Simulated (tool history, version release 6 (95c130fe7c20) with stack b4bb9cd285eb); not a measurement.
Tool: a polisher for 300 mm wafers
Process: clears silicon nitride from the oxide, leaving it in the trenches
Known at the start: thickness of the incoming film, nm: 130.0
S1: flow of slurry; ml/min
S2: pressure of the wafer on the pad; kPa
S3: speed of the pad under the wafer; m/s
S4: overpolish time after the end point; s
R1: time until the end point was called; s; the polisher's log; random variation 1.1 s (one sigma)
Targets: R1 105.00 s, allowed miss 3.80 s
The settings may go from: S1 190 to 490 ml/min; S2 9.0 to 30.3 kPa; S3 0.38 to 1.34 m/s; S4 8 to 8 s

run  hour   S1    S2    S3  S4      R1
  1   0.0  315  19.3  0.86   8  148.40
  2   2.9  315  19.3  0.70   8  184.36
  3   4.5  315  21.4  0.70   8  166.20
  4   5.9  265  21.4  0.70   8  169.58
  5   7.4  270  23.4  0.70   8  158.23
  6  12.0  275  24.8  0.72   8  145.63
  7  17.3  280  26.2  0.74   8  134.18
  8  22.9  280  26.2  0.74   8  134.07
  9  26.0  285  26.9  0.76   8  126.46
 10  31.2  290  27.6  0.76   8  123.09
 11  35.4  295  28.3  0.76   8  121.44

Which of these 5 next moves meets every target?
  A  39.6  370  27.6  0.80   8   ?
  B  39.6  240  27.6  0.84   8   ?
  C  39.6  315  30.3  0.82   8   ?
  D  39.6  315  30.3  0.76   8   ?
  E  39.6  300  29.0  0.80   8   ?

move      R1
   A  116.98
   B  117.66
   C  106.67
   D  114.49
   E  114.50
A: nearer than the last run, and not there yet
B: nearer than the last run, and not there yet
C: meets every target
D: nearer than the last run, and not there yet
E: nearer than the last run, and not there yet
Answer: C
